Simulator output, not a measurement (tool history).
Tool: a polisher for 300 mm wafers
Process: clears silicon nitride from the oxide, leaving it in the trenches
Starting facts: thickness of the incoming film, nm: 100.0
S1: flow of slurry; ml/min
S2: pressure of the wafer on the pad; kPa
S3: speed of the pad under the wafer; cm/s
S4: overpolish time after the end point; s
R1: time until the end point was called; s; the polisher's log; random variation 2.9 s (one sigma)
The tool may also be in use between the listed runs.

Run 1, day 0.000: S1 235 ml/min, S2 11.7 kPa, S3 126 cm/s, S4 7 s. Result: R1 157.50 s.
Run 2, day 0.129: S1 235 ml/min, S2 10.3 kPa, S3 126 cm/s, S4 7 s. Result: R1 177.54 s.
Run 3, day 0.312: S1 235 ml/min, S2 9.0 kPa, S3 126 cm/s, S4 7 s. Result: R1 206.38 s.
Run 4, day 0.658: S1 235 ml/min, S2 7.6 kPa, S3 126 cm/s, S4 7 s. Result: R1 236.38 s.
Run 5, day 0.904: S1 235 ml/min, S2 6.2 kPa, S3 126 cm/s, S4 7 s. Result: R1 287.51 s.
Run 6, day 1.038: S1 275 ml/min, S2 6.2 kPa, S3 126 cm/s, S4 7 s. Result: R1 280.66 s.

For run 7, what comes out?
Run 7, day 1.183: S1 275 ml/min, S2 6.9 kPa, S3 126 cm/s, S4 7 s. Result: R1 ?.

{"run 7": {"R1": 252.7}}
